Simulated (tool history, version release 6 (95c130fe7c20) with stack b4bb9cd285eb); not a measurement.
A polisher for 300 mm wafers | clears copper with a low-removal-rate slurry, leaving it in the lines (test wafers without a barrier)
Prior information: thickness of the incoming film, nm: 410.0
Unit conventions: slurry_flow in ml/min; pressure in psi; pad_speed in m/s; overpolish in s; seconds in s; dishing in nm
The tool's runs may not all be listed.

Run 1, day 0.000: slurry_flow 125 ml/min, pressure 3.1 psi, pad_speed 1.08 m/s, slurry_solids 1.0, overpolish 23 s. Result: seconds 117.47 s, dishing 45.872 nm.
Run 2, day 0.179: slurry_flow 125 ml/min, pressure 3.5 psi, pad_speed 1.08 m/s, slurry_solids 1.0, overpolish 23 s. Result: seconds 103.38 s, dishing 51.951 nm.
Run 3, day 0.496: slurry_flow 125 ml/min, pressure 3.5 psi, pad_speed 1.08 m/s, slurry_solids 1.1, overpolish 23 s. Result: seconds 101.91 s, dishing 50.805 nm.
Run 4, day 0.771: slurry_flow 100 ml/min, pressure 3.5 psi, pad_speed 1.08 m/s, slurry_solids 1.1, overpolish 23 s. Result: seconds 107.83 s, dishing 50.260 nm.
Run 5, day 1.112: slurry_flow 75 ml/min, pressure 3.5 psi, pad_speed 1.08 m/s, slurry_solids 1.1, overpolish 23 s. Result: seconds 119.31 s, dishing 45.807 nm.
Run 6, day 1.354: slurry_flow 75 ml/min, pressure 3.5 psi, pad_speed 1.08 m/s, slurry_solids 1.0, overpolish 23 s. Result: seconds 120.84 s, dishing 44.610 nm.
Run 7, day 1.450: slurry_flow 75 ml/min, pressure 3.5 psi, pad_speed 1.08 m/s, slurry_solids 1.0, overpolish 23 s. Result: seconds 120.89 s, dishing 45.116 nm.

Estimate the outcome of run 8 from the log above:
Run 8, day 1.625: slurry_flow 80 ml/min, pressure 3.5 psi, pad_speed 1.08 m/s, slurry_solids 1.0, overpolish 24 s. Result: seconds ?, dishing ?.

{"run 8": {"seconds": 117.57, "dishing": 46.982}}

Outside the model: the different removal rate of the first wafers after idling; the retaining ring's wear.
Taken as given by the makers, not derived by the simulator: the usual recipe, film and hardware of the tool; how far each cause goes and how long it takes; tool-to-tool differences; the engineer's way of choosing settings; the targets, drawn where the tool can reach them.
